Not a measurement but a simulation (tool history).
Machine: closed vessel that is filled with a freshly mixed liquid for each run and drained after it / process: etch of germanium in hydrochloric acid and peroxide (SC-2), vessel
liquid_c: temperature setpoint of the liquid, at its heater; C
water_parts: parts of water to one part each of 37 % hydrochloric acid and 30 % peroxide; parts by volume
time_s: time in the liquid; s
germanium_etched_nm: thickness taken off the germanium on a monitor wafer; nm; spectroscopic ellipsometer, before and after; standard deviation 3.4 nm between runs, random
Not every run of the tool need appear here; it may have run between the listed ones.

{"run": 1, "hour": 0.0, "liquid_c": 64, "water_parts": 5.5, "time_s": 85, "germanium_etched_nm": 338.6}
{"run": 2, "hour": 8.8, "liquid_c": 65.5, "water_parts": 5.5, "time_s": 85, "germanium_etched_nm": 350.46}
{"run": 3, "hour": 15.5, "liquid_c": 72, "water_parts": 5.5, "time_s": 85, "germanium_etched_nm": 422.3}
{"run": 4, "hour": 23.4, "liquid_c": 71, "water_parts": 5.5, "time_s": 85, "germanium_etched_nm": 405.46}
{"run": 5, "hour": 25.7, "liquid_c": 71, "water_parts": 5.5, "time_s": 95, "germanium_etched_nm": 461.44}
{"run": 6, "hour": 34.6, "liquid_c": 71, "water_parts": 7.5, "time_s": 95, "germanium_etched_nm": 440.38}
{"run": 7, "hour": 37.8, "liquid_c": 70, "water_parts": 7.5, "time_s": 95, "germanium_etched_nm": 436.18}
{"run": 8, "hour": 41.2, "liquid_c": 69, "water_parts": 7.5, "time_s": 95, "germanium_etched_nm": 423.04}

Forecast run 9:
{"run": 9, "hour": 45.0, "liquid_c": 68, "water_parts": 7.5, "time_s": 95, "germanium_etched_nm": "?"}

germanium_etched_nm: 405.72 nm
